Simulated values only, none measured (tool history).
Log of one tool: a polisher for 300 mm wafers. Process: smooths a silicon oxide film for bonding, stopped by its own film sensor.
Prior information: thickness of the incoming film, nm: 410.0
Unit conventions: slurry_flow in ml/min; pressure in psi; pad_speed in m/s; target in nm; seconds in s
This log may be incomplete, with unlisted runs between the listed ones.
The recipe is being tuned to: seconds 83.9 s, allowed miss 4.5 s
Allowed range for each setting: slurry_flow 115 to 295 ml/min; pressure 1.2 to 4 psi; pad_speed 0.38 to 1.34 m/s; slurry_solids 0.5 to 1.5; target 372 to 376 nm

| run | day | slurry_flow | pressure | pad_speed | slurry_solids | target | seconds |
|---|---|---|---|---|---|---|---|
| 1 | 0 | 190 | 2.6 | 0.86 | 1 | 372 | 47.3 |
| 2 | 0.217 | 190 | 2.6 | 1 | 1 | 372 | 42.62 |
| 3 | 0.583 | 205 | 2.6 | 1 | 1 | 372 | 42.718 |
| 4 | 0.738 | 185 | 2.6 | 1 | 1 | 372 | 42.996 |
| 5 | 0.892 | 185 | 2.6 | 1.14 | 1 | 372 | 39.66 |
| 6 | 1.146 | 185 | 2.6 | 1.14 | 1 | 376 | 34.986 |
| 7 | 1.188 | 185 | 2.3 | 1.06 | 1 | 376 | 42.688 |
| 8 | 1.533 | 185 | 2.1 | 1 | 1 | 376 | 47.018 |
| 9 | 1.875 | 185 | 1.9 | 0.92 | 1 | 376 | 56.269 |
| 10 | 2.008 | 185 | 1.8 | 0.88 | 1 | 376 | 61.166 |
| 11 | 2.375 | 185 | 1.8 | 0.88 | 1 | 376 | 60.623 |
| 12 | 2.454 | 185 | 1.7 | 0.86 | 1 | 376 | 67.21 |
| 13 | 2.717 | 185 | 1.7 | 0.86 | 1 | 376 | 64.912 |
| 14 | 2.771 | 185 | 1.2 | 0.78 | 1 | 376 | 100.73 |
| 15 | 3.104 | 185 | 1.3 | 0.78 | 1 | 376 | 92.384 |

Which one of the following 4 next-run settings gets every result inside its allowed miss? There is exactly one.
| A | 3.438 | 185 | 1.4 | 0.76 | 1.1 | 372 | ? |
| B | 3.438 | 200 | 1.3 | 0.72 | 1.05 | 376 | ? |
| C | 3.438 | 170 | 1.3 | 0.84 | 0.9 | 375 | ? |
| D | 3.438 | 140 | 1.7 | 0.7 | 1.15 | 373 | ? |

| move | seconds |
|---|---|
| A | 92.141 |
| B | 92.897 |
| C | 92.176 |
| D | 82.431 |
A: neither nearer nor further off than the last run
B: the biggest miss grows against the last run
C: neither nearer nor further off than the last run
D: hits every target within its allowed miss
Go with D: it meets all targets.
